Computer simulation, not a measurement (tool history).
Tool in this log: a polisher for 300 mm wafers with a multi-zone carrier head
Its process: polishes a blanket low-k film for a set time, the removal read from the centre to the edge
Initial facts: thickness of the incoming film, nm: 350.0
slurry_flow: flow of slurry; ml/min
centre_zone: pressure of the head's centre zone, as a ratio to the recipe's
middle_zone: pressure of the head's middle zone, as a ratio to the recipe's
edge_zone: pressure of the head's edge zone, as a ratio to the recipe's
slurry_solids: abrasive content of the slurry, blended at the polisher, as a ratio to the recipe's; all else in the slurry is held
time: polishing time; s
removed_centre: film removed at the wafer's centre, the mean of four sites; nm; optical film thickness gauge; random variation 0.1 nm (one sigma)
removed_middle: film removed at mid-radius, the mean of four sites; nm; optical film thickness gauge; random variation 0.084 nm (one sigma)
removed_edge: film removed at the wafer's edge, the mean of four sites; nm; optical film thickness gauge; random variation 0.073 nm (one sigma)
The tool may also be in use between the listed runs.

run	day	slurry_flow	centre_zone	middle_zone	edge_zone	slurry_solids	time	removed_centre	removed_middle	removed_edge
1	0	120	1	1	1	1	43	10.47	10.149	9.8963
2	0.325	120	1	1	1	1	47	11.212	10.811	10.844
3	0.671	120	1	1	1.06	1	47	10.917	10.842	10.914
4	0.808	120	1	1	0.99	1	47	11.077	10.878	10.726
5	0.992	120	1.01	1.01	0.98	0.95	45	10.532	10.476	9.969
6	1.033	130	1.01	1.01	0.98	0.95	45	10.814	10.406	10.174
7	1.146	125	1.02	1.01	0.97	0.9	44	9.9726	10.088	9.6171
8	1.325	130	1.04	1	0.95	0.85	42	9.8157	9.0968	8.9983
9	1.533	125	1.05	1.01	0.93	0.8	41	9.3174	8.7277	8.5204
10	1.554	125	1.06	1.02	0.91	0.75	40	8.6512	8.4351	7.7357
11	1.908	120	1.07	1.02	0.9	0.75	40	8.7337	8.4227	7.9057

For run 12, what comes out?
12	2.2	125	1.08	1.03	0.89	0.7	39	?	?	?

removed_centre: 8.6005 nm
removed_middle: 7.9869 nm
removed_edge: 7.3022 nm
